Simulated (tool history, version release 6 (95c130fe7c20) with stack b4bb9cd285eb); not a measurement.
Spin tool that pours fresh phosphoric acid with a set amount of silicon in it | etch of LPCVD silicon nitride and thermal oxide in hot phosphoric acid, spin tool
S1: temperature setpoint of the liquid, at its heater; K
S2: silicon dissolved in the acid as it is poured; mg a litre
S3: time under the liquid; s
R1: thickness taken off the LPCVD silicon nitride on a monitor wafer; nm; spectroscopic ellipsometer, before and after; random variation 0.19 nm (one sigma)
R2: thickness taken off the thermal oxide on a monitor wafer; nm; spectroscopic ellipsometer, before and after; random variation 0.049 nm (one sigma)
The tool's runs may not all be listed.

run 1 day=0.000 | S1=436.15 S2=20.0 S3=155 | R1=15.647 R2=0.30798
run 2 day=0.092 | S1=436.15 S2=20.0 S3=120 | R1=12.107 R2=0.26016
run 3 day=0.467 | S1=436.65 S2=18.5 S3=130 | R1=13.128 R2=0.27368
run 4 day=0.700 | S1=437.15 S2=15.5 S3=140 | R1=14.667 R2=0.41947
run 5 day=0.767 | S1=437.15 S2=6.0 S3=140 | R1=14.369 R2=0.43180
run 6 day=0.992 | S1=437.15 S2=10.5 S3=140 | R1=14.261 R2=0.42572
run 7 day=1.046 | S1=437.65 S2=12.5 S3=145 | R1=15.230 R2=0.43744
run 8 day=1.121 | S1=438.15 S2=13.5 S3=150 | R1=15.659 R2=0.44117
run 9 day=1.150 | S1=438.15 S2=13.5 S3=155 | R1=16.792 R2=0.45718
run 10 day=1.475 | S1=438.65 S2=13.5 S3=155 | R1=17.081 R2=0.47001
run 11 day=1.550 | S1=439.15 S2=13.5 S3=155 | R1=17.153 R2=0.44126
run 12 day=1.817 | S1=439.15 S2=12.5 S3=155 | R1=17.055 R2=0.50834
run 13 day=2.179 | S1=439.65 S2=13.5 S3=165 | R1=18.599 R2=0.64506

Run 14 comes next. What will it give?
run 14 day=2.438 | S1=439.65 S2=15.0 S3=165 | R1=? R2=?

Run 14 gave R1 18.535 nm, R2 0.55946 nm.
